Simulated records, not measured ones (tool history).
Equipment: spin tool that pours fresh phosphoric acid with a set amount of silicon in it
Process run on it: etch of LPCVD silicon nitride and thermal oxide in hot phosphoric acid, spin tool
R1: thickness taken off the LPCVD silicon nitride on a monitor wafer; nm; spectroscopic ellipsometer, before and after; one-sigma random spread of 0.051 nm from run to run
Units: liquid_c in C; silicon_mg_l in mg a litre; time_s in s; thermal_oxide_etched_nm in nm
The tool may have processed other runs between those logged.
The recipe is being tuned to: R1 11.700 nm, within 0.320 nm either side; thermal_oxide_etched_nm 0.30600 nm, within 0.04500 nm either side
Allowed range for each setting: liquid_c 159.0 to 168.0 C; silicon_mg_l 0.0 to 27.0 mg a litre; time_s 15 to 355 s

{"run": 1, "hour": 0.0, "liquid_c": 164.0, "silicon_mg_l": 12.0, "time_s": 180, "R1": 17.255, "thermal_oxide_etched_nm": 0.5555}
{"run": 2, "hour": 0.7, "liquid_c": 163.0, "silicon_mg_l": 12.0, "time_s": 180, "R1": 16.687, "thermal_oxide_etched_nm": 0.5145}
{"run": 3, "hour": 3.9, "liquid_c": 162.5, "silicon_mg_l": 12.5, "time_s": 170, "R1": 15.497, "thermal_oxide_etched_nm": 0.46916}
{"run": 4, "hour": 10.9, "liquid_c": 162.5, "silicon_mg_l": 15.0, "time_s": 170, "R1": 15.425, "thermal_oxide_etched_nm": 0.44213}
{"run": 5, "hour": 13.8, "liquid_c": 162.0, "silicon_mg_l": 15.0, "time_s": 165, "R1": 14.785, "thermal_oxide_etched_nm": 0.38047}
{"run": 6, "hour": 15.6, "liquid_c": 162.0, "silicon_mg_l": 12.0, "time_s": 165, "R1": 14.777, "thermal_oxide_etched_nm": 0.42168}
{"run": 7, "hour": 17.0, "liquid_c": 161.5, "silicon_mg_l": 11.5, "time_s": 160, "R1": 13.949, "thermal_oxide_etched_nm": 0.39788}
{"run": 8, "hour": 20.0, "liquid_c": 161.0, "silicon_mg_l": 11.5, "time_s": 155, "R1": 13.44, "thermal_oxide_etched_nm": 0.38227}
{"run": 9, "hour": 24.0, "liquid_c": 160.5, "silicon_mg_l": 11.5, "time_s": 155, "R1": 13.26, "thermal_oxide_etched_nm": 0.33964}
{"run": 10, "hour": 27.9, "liquid_c": 160.0, "silicon_mg_l": 7.5, "time_s": 130, "R1": 10.891, "thermal_oxide_etched_nm": 0.33725}
{"run": 11, "hour": 33.8, "liquid_c": 160.0, "silicon_mg_l": 8.5, "time_s": 130, "R1": 10.868, "thermal_oxide_etched_nm": 0.31304}
{"run": 12, "hour": 37.6, "liquid_c": 161.5, "silicon_mg_l": 13.5, "time_s": 140, "R1": 12.244, "thermal_oxide_etched_nm": 0.34645}
{"run": 13, "hour": 43.7, "liquid_c": 161.5, "silicon_mg_l": 13.5, "time_s": 140, "R1": 12.255, "thermal_oxide_etched_nm": 0.34159}
{"run": 14, "hour": 44.8, "liquid_c": 161.0, "silicon_mg_l": 13.5, "time_s": 140, "R1": 12.111, "thermal_oxide_etched_nm": 0.35878}

Which single option among these 4 for the next run brings every result within its allowed miss of target? Just one does.
{"run": "A", "hour": 45.9, "liquid_c": 159.0, "silicon_mg_l": 12.5, "time_s": 145, "R1": "?", "thermal_oxide_etched_nm": "?"}
{"run": "B", "hour": 45.9, "liquid_c": 159.0, "silicon_mg_l": 27.0, "time_s": 155, "R1": "?", "thermal_oxide_etched_nm": "?"}
{"run": "C", "hour": 45.9, "liquid_c": 159.0, "silicon_mg_l": 18.0, "time_s": 160, "R1": "?", "thermal_oxide_etched_nm": "?"}
{"run": "D", "hour": 45.9, "liquid_c": 161.5, "silicon_mg_l": 18.0, "time_s": 140, "R1": "?", "thermal_oxide_etched_nm": "?"}

move=A R1=11.732 thermal_oxide_etched_nm=0.28639
move=B R1=12.541 thermal_oxide_etched_nm=0.20169
move=C R1=12.946 thermal_oxide_etched_nm=0.27512
move=D R1=12.318 thermal_oxide_etched_nm=0.28966
A: meets every target
B: misses by more than the last run did
C: misses by more than the last run did
D: misses by more than the last run did
So the answer is move A, the one that meets all the targets.
